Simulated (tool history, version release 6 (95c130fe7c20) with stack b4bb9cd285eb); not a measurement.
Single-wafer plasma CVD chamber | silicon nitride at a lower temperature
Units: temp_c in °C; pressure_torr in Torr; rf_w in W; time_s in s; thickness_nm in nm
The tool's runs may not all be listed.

{"run": 1, "hour": 0.0, "temp_c": 330, "pressure_torr": 1.72, "rf_w": 260, "time_s": 11.8, "thickness_nm": 12.639}
{"run": 2, "hour": 6.1, "temp_c": 330, "pressure_torr": 1.86, "rf_w": 265, "time_s": 11.8, "thickness_nm": 13.05}
{"run": 3, "hour": 14.7, "temp_c": 330, "pressure_torr": 1.96, "rf_w": 270, "time_s": 11.8, "thickness_nm": 13.527}
{"run": 4, "hour": 20.6, "temp_c": 330, "pressure_torr": 2.03, "rf_w": 275, "time_s": 11.8, "thickness_nm": 13.94}
{"run": 5, "hour": 25.7, "temp_c": 330, "pressure_torr": 2.07, "rf_w": 275, "time_s": 11.8, "thickness_nm": 13.745}
{"run": 6, "hour": 28.0, "temp_c": 330, "pressure_torr": 2.07, "rf_w": 250, "time_s": 11.8, "thickness_nm": 12.729}
{"run": 7, "hour": 34.5, "temp_c": 330, "pressure_torr": 2.11, "rf_w": 260, "time_s": 11.8, "thickness_nm": 13.261}

The next listed run, before its measurement:
{"run": 8, "hour": 43.1, "temp_c": 330, "pressure_torr": 2.15, "rf_w": 265, "time_s": 11.8, "thickness_nm": "?"}

thickness_nm: 13.600 nm
